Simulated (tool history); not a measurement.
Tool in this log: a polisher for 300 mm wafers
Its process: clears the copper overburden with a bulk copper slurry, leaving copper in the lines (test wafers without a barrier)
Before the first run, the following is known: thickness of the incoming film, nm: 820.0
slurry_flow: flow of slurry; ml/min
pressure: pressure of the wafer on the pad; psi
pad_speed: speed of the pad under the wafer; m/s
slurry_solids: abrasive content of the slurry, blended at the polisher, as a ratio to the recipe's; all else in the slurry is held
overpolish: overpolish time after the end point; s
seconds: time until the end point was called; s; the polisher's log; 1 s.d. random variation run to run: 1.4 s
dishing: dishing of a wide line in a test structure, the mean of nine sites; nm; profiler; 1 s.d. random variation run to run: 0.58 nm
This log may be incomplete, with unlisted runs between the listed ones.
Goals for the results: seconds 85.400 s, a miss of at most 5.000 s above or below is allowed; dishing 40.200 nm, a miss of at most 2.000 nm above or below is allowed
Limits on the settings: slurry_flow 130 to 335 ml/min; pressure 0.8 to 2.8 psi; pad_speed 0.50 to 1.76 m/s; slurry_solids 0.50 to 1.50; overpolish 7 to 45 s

run	hour	slurry_flow	pressure	pad_speed	slurry_solids	overpolish	seconds	dishing
1	0.0	215	1.8	1.12	1.00	23	106.310	49.982
2	1.7	220	1.7	1.24	1.00	20	98.805	48.416
3	7.8	220	1.6	1.32	1.00	17	101.220	46.694
4	12.0	235	1.5	1.42	1.05	15	91.524	45.421
5	15.5	245	1.4	1.44	1.10	13	97.910	42.337
6	18.9	245	1.4	1.44	1.10	7	99.495	30.452
7	25.0	245	1.4	1.46	1.10	8	96.325	33.264
8	30.4	245	1.4	1.48	1.10	9	91.879	35.131
9	35.9	245	1.4	1.48	1.10	10	93.495	37.586

Next run, 4 choices. One meets every target within its allowed miss, the rest don't. Which?
A	41.4	255	1.1	1.60	1.10	13	?	?
B	41.4	235	1.3	1.52	1.00	12	?	?
C	41.4	200	1.8	1.14	1.25	12	?	?
D	41.4	240	1.5	1.52	1.10	10	?	?

move	seconds	dishing
A	101.020	39.963
B	97.930	39.970
C	100.470	41.021
D	86.801	39.528
A: its largest miss is bigger than the last run's
B: its largest miss is bigger than the last run's
C: its largest miss is bigger than the last run's
D: meets every target
So the answer is move D, the one that meets all the targets.

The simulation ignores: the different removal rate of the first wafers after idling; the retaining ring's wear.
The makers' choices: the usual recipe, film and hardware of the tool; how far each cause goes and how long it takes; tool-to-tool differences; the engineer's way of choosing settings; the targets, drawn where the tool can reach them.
